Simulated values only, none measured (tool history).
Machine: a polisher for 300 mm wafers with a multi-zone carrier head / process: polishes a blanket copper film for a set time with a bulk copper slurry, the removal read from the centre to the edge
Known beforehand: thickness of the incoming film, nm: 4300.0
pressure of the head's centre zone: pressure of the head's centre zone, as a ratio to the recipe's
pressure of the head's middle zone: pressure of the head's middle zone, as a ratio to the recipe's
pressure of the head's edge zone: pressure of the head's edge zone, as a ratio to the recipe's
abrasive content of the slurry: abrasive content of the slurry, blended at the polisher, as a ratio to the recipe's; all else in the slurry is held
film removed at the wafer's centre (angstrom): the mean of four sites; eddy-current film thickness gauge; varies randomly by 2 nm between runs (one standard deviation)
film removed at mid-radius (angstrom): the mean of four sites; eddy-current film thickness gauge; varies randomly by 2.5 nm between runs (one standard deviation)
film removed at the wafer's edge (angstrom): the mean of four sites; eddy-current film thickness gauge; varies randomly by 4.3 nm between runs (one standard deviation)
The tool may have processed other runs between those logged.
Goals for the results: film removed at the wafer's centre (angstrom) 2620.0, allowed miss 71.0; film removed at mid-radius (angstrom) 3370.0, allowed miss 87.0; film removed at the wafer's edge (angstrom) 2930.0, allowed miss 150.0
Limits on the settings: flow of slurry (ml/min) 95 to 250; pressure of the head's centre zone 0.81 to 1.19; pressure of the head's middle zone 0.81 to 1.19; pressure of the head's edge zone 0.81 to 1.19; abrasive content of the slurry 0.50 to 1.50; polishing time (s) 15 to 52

run,day,flow of slurry (ml/min),pressure of the head's centre zone,pressure of the head's middle zone,pressure of the head's edge zone,abrasive content of the slurry,polishing time (s),film removed at the wafer's centre (angstrom),film removed at mid-radius (angstrom),film removed at the wafer's edge (angstrom)
1,0.000,160,1.00,1.00,1.00,1.00,33,2313.7,2379.7,2331.3
2,0.233,160,1.00,0.92,1.00,1.00,33,2295.4,2191.9,2323.6
3,0.325,170,0.99,0.97,1.03,1.10,33,2346.1,2373.5,2477.7
4,0.362,180,0.98,1.02,1.03,1.15,33,2398.4,2521.6,2450.9
5,0.446,180,0.95,1.02,1.03,1.15,33,2309.3,2529.0,2505.5
6,0.642,180,0.95,1.02,1.12,1.15,33,2300.7,2493.8,2520.5
7,0.875,180,0.95,1.02,1.12,1.15,33,2350.0,2539.7,2602.6
8,0.967,190,0.94,1.06,1.12,1.20,33,2353.0,2640.5,2619.8
9,1.054,195,0.93,1.09,1.10,1.25,33,2318.4,2781.4,2677.8
10,1.246,205,0.94,1.11,1.09,1.30,33,2398.0,2845.3,2641.1
11,1.450,205,0.94,1.11,1.09,1.30,33,2396.9,2841.3,2637.0
12,1.558,240,0.93,1.19,1.13,1.50,34,2608.0,3230.1,2897.7
13,1.650,240,0.92,1.19,1.12,1.50,34,2574.4,3295.0,2858.1

Which single option among these 5 for the next run brings every result within its allowed miss of target? Just one does.
A,1.742,230,0.90,1.17,1.16,1.50,34,?,?,?
B,1.742,235,0.99,1.19,1.09,1.50,33,?,?,?
C,1.742,230,0.89,1.18,1.19,1.50,34,?,?,?
D,1.742,245,0.89,1.15,1.06,1.45,34,?,?,?
E,1.742,250,0.92,1.19,1.10,1.30,36,?,?,?

move,film removed at the wafer's centre (angstrom),film removed at mid-radius (angstrom),film removed at the wafer's edge (angstrom)
A,2484.4,3224.7,2892.9
B,2639.2,3182.6,2735.3
C,2459.3,3248.6,2926.4
D,2457.3,3173.1,2771.9
E,2617.5,3374.9,2906.4
A: lands further from the targets than the last run did
B: lands further from the targets than the last run did
C: lands further from the targets than the last run did
D: lands further from the targets than the last run did
E: each result inside its tolerance
Move E is the one to make.
